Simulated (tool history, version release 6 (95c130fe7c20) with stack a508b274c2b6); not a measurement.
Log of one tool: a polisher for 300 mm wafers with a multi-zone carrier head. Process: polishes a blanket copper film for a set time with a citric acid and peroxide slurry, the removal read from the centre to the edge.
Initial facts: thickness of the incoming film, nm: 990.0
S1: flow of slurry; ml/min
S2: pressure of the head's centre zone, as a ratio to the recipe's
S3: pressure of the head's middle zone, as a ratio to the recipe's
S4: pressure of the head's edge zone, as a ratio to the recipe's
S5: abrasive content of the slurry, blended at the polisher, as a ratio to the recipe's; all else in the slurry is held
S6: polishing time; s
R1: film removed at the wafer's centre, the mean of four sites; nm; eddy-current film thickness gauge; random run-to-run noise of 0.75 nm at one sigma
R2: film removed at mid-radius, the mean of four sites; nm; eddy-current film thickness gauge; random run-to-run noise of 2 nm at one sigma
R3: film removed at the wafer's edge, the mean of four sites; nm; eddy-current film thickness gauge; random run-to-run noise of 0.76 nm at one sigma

Run 1, hour 0: S1 295 ml/min, S2 1, S3 1, S4 1, S5 1, S6 53 s. Result: R1 119.12 nm, R2 115.98 nm, R3 117.49 nm.
Run 2, hour 2.2: S1 295 ml/min, S2 1, S3 1, S4 1, S5 0.85, S6 53 s. Result: R1 115.87 nm, R2 116.86 nm, R3 115.63 nm.
Run 3, hour 3.2: S1 290 ml/min, S2 0.98, S3 1.02, S4 1, S5 0.85, S6 53 s. Result: R1 114.66 nm, R2 118.51 nm, R3 113.27 nm.
Run 4, hour 10.9: S1 290 ml/min, S2 0.98, S3 1.02, S4 1, S5 1, S6 53 s. Result: R1 117.01 nm, R2 120.45 nm, R3 116.18 nm.
Run 5, hour 16.7: S1 290 ml/min, S2 0.98, S3 1.08, S4 1, S5 1, S6 53 s. Result: R1 118.54 nm, R2 127.63 nm, R3 117.74 nm.
Run 6, hour 17.4: S1 285 ml/min, S2 0.95, S3 1.09, S4 1.01, S5 1, S6 53 s. Result: R1 113.02 nm, R2 127.69 nm, R3 117.84 nm.
Run 7, hour 23.9: S1 280 ml/min, S2 0.94, S3 1.1, S4 1.01, S5 1, S6 53 s. Result: R1 111.88 nm, R2 124.69 nm, R3 117.05 nm.
Run 8, hour 27.2: S1 280 ml/min, S2 0.92, S3 1.11, S4 1, S5 1, S6 53 s. Result: R1 109.22 nm, R2 127.41 nm, R3 117.16 nm.
Run 9, hour 29.3: S1 280 ml/min, S2 0.92, S3 1.11, S4 1, S5 1, S6 53 s. Result: R1 110.1 nm, R2 127.12 nm, R3 116.42 nm.
Run 10, hour 35.7: S1 275 ml/min, S2 0.9, S3 1.12, S4 1, S5 1, S6 53 s. Result: R1 104.78 nm, R2 128.95 nm, R3 115.72 nm.

Predict the results of run 11:
Run 11, hour 37.6: S1 270 ml/min, S2 0.9, S3 1.13, S4 1, S5 1, S6 53 s. Result: R1 ?, R2 ?, R3 ?.

R1: 106.13 nm
R2: 131.06 nm
R3: 117.13 nm

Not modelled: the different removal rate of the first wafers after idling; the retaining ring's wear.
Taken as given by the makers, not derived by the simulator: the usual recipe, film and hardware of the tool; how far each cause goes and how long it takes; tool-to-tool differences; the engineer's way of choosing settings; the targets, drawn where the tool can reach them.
